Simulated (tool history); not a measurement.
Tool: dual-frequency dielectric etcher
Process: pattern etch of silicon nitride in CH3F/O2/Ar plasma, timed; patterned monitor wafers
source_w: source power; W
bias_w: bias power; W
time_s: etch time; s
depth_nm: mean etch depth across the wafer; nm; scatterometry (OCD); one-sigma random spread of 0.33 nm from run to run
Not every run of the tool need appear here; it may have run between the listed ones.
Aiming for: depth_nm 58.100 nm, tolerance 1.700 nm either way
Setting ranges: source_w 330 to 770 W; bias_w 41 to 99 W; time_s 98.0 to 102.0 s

run  hour  source_w  bias_w  time_s  depth_nm
  1   0.0       550      70    98.0    69.281
  2   3.0       520      68    98.0    67.519
  3  11.5       520      68   102.0    70.520
  4  15.0       440      68   102.0    67.806
  5  19.6       430      65   101.5    66.226
  6  22.6       360      65   101.5    64.044
  7  29.5       360      63   101.0    62.562
  8  36.3       360      61   100.5    62.304
  9  44.2       350      60   100.0    61.167
 10  51.0       350      59    99.5    60.212
 11  52.5       350      58    99.5    59.718
 12  53.3       350      57    99.5    59.992
 13  56.1       350      56    99.5    59.840
 14  58.2       350      56    99.5    59.853
 15  62.2       350      55    99.5    59.805

Next run, 4 choices. One meets every target within its allowed miss, the rest don't. Which?
  A  66.2       330      53    98.5         ?
  B  66.2       330      68    99.0         ?
  C  66.2       330      60   102.0         ?
  D  66.2       360      55   102.0         ?

move  depth_nm
   A    57.407
   B    60.954
   C    61.042
   D    61.033
A: every result lands within tolerance
B: the biggest miss grows against the last run
C: the biggest miss grows against the last run
D: the biggest miss grows against the last run
A meets every target.
